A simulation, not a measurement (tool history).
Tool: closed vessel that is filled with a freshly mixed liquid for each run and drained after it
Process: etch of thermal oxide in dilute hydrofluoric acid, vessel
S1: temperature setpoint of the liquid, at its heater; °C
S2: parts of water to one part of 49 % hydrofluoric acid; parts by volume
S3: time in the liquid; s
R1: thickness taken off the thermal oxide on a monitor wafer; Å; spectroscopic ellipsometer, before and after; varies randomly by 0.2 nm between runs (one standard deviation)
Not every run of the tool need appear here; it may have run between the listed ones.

| run | hour | S1 | S2 | S3 | R1 |
|---|---|---|---|---|---|
| 1 | 0 | 20 | 90 | 920 | 394.8 |
| 2 | 3.7 | 20 | 90 | 920 | 390.85 |
| 3 | 9.7 | 20 | 90 | 920 | 394.33 |
| 4 | 11.5 | 19.5 | 90 | 920 | 388.47 |
| 5 | 19.2 | 19 | 90 | 920 | 381.88 |
| 6 | 23.1 | 19 | 115 | 920 | 286.45 |
| 7 | 31.9 | 20 | 115 | 920 | 301.31 |

Expected results for the next run?
| 8 | 37.7 | 20.5 | 115 | 920 | ? |

{"run 8": {"R1": 306.76}}
